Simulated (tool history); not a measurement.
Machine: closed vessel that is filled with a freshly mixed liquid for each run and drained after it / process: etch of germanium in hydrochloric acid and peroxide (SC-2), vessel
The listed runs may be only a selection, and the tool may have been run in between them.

run,hour,temperature setpoint of the liquid (C),parts of water to one part each of 37 % hydrochloric acid and 30 % peroxide (parts by volume),time in the liquid (s),thickness taken off the germanium on a monitor wafer (nm)
1,0,62,6,85,177.69
2,3.2,63,6,85,179.14
3,4.1,56.5,6,85,150.71
4,8.5,59,6,85,161.52
5,17.1,61,6,85,171.24
6,24.5,62.5,6,85,177.85

The next listed run, before its measurement:
7,32.6,64,6,85,?

{"run 7": {"thickness taken off the germanium on a monitor wafer (nm)": 188.05}}
